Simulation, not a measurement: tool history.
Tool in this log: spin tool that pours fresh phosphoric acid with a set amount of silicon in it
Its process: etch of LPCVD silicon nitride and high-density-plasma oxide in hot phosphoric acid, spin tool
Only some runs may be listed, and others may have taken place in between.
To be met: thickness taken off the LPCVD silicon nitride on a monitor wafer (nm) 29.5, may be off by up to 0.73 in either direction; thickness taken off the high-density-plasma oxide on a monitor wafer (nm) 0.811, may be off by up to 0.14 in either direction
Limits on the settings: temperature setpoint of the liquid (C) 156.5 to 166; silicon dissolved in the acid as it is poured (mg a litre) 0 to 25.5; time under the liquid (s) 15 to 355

run  hour  temperature setpoint of the liquid (C)  silicon dissolved in the acid as it is poured (mg a litre)  time under the liquid (s)  thickness taken off the LPCVD silicon nitride on a monitor wafer (nm)  thickness taken off the high-density-plasma oxide on a monitor wafer (nm)
  1     0                                     161                                                          11                        180                                                                 17.233                                                                    0.61747
  2   8.9                                   161.5                                                        13.5                        195                                                                 18.931                                                                    0.63234
  3    15                                   161.5                                                          11                        195                                                                 18.927                                                                    0.71639
  4  22.9                                     162                                                          13                        205                                                                  20.06                                                                    0.76478
  5  31.7                                   161.5                                                        14.5                        220                                                                 21.206                                                                    0.80332
  6  34.2                                   161.5                                                        16.5                        235                                                                 22.375                                                                    0.77486
  7  41.6                                   161.5                                                          18                        245                                                                 23.717                                                                    0.75005
  8  45.5                                   161.5                                                          19                        250                                                                 24.459                                                                    0.83207
  9    49                                   161.5                                                          20                        260                                                                  25.58                                                                    0.76858
 10  53.9                                   161.5                                                          21                        265                                                                 25.868                                                                    0.73989
 11  60.7                                     162                                                        21.5                        270                                                                 26.848                                                                    0.78241
 12  67.3                                   162.5                                                          22                        270                                                                 26.997                                                                    0.75053
 13  73.1                                     163                                                          22                        270                                                                 27.498                                                                    0.78512
 14  73.9                                     163                                                          22                        270                                                                 27.177                                                                     0.7917
 15  81.2                                     163                                                        22.5                        275                                                                 28.008                                                                    0.83834
 16  82.5                                     163                                                          23                        275                                                                   28.5                                                                    0.85043
 17  89.9                                     163                                                          23                        275                                                                 28.193                                                                    0.82944
 18  92.5                                     163                                                        23.5                        275                                                                 28.213                                                                    0.75804
 19    93                                   163.5                                                        23.5                        275                                                                 28.411                                                                    0.84769

Exercise: of the 5 proposed moves below, exactly one satisfies all targets within the stated allowed misses. Which move is it?
  A  93.5                                     166                                                        21.5                        245                                                                      ?                                                                          ?
  B  93.5                                     163                                                        15.5                        270                                                                      ?                                                                          ?
  C  93.5                                   162.5                                                        25.5                        270                                                                      ?                                                                          ?
  D  93.5                                   161.5                                                        25.5                        285                                                                      ?                                                                          ?
  E  93.5                                     164                                                        25.5                        280                                                                      ?                                                                          ?

move  thickness taken off the LPCVD silicon nitride on a monitor wafer (nm)  thickness taken off the high-density-plasma oxide on a monitor wafer (nm)
   A                                                                 27.836                                                                     1.0209
   B                                                                 27.793                                                                      1.067
   C                                                                 27.336                                                                    0.76828
   D                                                                  27.91                                                                    0.75356
   E                                                                 29.791                                                                    0.88894
A: further off than the last run
B: further off than the last run
C: further off than the last run
D: further off than the last run
E: every result within its allowed miss
E meets every target.

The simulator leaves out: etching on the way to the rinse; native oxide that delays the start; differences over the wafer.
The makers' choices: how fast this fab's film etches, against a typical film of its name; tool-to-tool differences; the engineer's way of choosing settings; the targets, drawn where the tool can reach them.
